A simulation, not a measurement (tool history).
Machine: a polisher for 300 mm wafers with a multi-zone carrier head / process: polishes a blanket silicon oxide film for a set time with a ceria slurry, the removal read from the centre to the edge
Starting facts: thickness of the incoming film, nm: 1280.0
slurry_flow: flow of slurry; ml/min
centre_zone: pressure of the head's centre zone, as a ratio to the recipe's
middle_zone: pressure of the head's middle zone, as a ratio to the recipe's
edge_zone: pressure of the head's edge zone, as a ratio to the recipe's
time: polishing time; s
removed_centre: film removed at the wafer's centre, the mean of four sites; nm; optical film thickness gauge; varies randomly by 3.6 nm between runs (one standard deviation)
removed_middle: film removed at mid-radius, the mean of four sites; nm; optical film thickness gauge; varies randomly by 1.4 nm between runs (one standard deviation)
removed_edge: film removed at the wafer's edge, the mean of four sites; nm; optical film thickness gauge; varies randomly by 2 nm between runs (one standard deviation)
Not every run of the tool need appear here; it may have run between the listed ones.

Run 1, hour 0.0: slurry_flow 210 ml/min, centre_zone 1.00, middle_zone 1.00, edge_zone 1.00, time 88 s. Result: removed_centre 304.58 nm, removed_middle 300.73 nm, removed_edge 302.18 nm.
Run 2, hour 1.0: slurry_flow 210 ml/min, centre_zone 1.00, middle_zone 1.00, edge_zone 0.96, time 88 s. Result: removed_centre 300.45 nm, removed_middle 298.88 nm, removed_edge 297.56 nm.
Run 3, hour 8.5: slurry_flow 205 ml/min, centre_zone 1.02, middle_zone 0.98, edge_zone 0.93, time 85 s. Result: removed_centre 293.87 nm, removed_middle 284.28 nm, removed_edge 282.11 nm.
Run 4, hour 11.0: slurry_flow 200 ml/min, centre_zone 1.04, middle_zone 0.96, edge_zone 0.90, time 83 s. Result: removed_centre 293.83 nm, removed_middle 270.20 nm, removed_edge 265.66 nm.
Run 5, hour 14.6: slurry_flow 200 ml/min, centre_zone 1.04, middle_zone 0.96, edge_zone 0.87, time 83 s. Result: removed_centre 293.23 nm, removed_middle 272.93 nm, removed_edge 265.68 nm.
Run 6, hour 23.5: slurry_flow 200 ml/min, centre_zone 1.01, middle_zone 0.96, edge_zone 0.87, time 83 s. Result: removed_centre 295.26 nm, removed_middle 275.97 nm, removed_edge 267.90 nm.
Run 7, hour 24.6: slurry_flow 190 ml/min, centre_zone 1.02, middle_zone 0.95, edge_zone 0.87, time 82 s. Result: removed_centre 291.17 nm, removed_middle 263.84 nm, removed_edge 267.07 nm.
Run 8, hour 25.4: slurry_flow 185 ml/min, centre_zone 1.03, middle_zone 0.95, edge_zone 0.86, time 80 s. Result: removed_centre 278.49 nm, removed_middle 257.67 nm, removed_edge 253.44 nm.
Run 9, hour 29.9: slurry_flow 175 ml/min, centre_zone 1.04, middle_zone 0.94, edge_zone 0.86, time 80 s. Result: removed_centre 280.54 nm, removed_middle 253.40 nm, removed_edge 252.36 nm.
Run 10, hour 35.3: slurry_flow 165 ml/min, centre_zone 1.05, middle_zone 0.93, edge_zone 0.86, time 80 s. Result: removed_centre 276.55 nm, removed_middle 249.54 nm, removed_edge 251.92 nm.
Run 11, hour 38.6: slurry_flow 160 ml/min, centre_zone 1.06, middle_zone 0.92, edge_zone 0.85, time 80 s. Result: removed_centre 280.00 nm, removed_middle 246.99 nm, removed_edge 250.39 nm.
Run 12, hour 42.2: slurry_flow 155 ml/min, centre_zone 1.06, middle_zone 0.91, edge_zone 0.84, time 80 s. Result: removed_centre 273.76 nm, removed_middle 242.32 nm, removed_edge 244.94 nm.

What will run 13 give?
Run 13, hour 50.7: slurry_flow 150 ml/min, centre_zone 1.07, middle_zone 0.90, edge_zone 0.84, time 80 s. Result: removed_centre ?, removed_middle ?, removed_edge ?.

Logged for run 13: removed_centre 284.07 nm, removed_middle 241.04 nm, removed_edge 247.72 nm.
